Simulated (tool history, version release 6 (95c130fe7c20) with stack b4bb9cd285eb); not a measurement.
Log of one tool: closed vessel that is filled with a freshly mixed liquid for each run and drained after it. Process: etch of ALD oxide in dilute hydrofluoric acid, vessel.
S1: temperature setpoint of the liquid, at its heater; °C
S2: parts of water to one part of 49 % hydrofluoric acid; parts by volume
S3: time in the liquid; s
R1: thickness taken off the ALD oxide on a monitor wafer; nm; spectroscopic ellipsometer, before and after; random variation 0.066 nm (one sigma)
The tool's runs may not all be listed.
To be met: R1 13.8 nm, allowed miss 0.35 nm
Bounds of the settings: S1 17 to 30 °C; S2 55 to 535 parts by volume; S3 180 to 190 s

run	hour	S1	S2	S3	R1
1	0	22	295	180	8.206
2	7.2	22	295	190	8.6621
3	14.1	18.5	295	190	7.6097
4	18.5	17	295	190	7.3046
5	19.8	20	285	190	8.4446
6	26.6	17.5	285	190	7.7537
7	31.7	21.5	235	190	11.348
8	36.6	21.5	235	190	11.367
9	43.8	22.5	235	190	11.731
10	45.1	23.5	235	190	12.356

Which of these 4 next moves meets every target?
A	46.4	21.5	180	180	?
B	46.4	23	200	190	?
C	46.4	25.5	215	180	?
D	46.4	23.5	200	185	?

move	R1
A	15.055
B	14.826
C	14.092
D	14.707
A: takes the result that was furthest off past its target
B: takes the result that was furthest off past its target
C: meets every target
D: takes the result that was furthest off past its target
Move C is the one to make.

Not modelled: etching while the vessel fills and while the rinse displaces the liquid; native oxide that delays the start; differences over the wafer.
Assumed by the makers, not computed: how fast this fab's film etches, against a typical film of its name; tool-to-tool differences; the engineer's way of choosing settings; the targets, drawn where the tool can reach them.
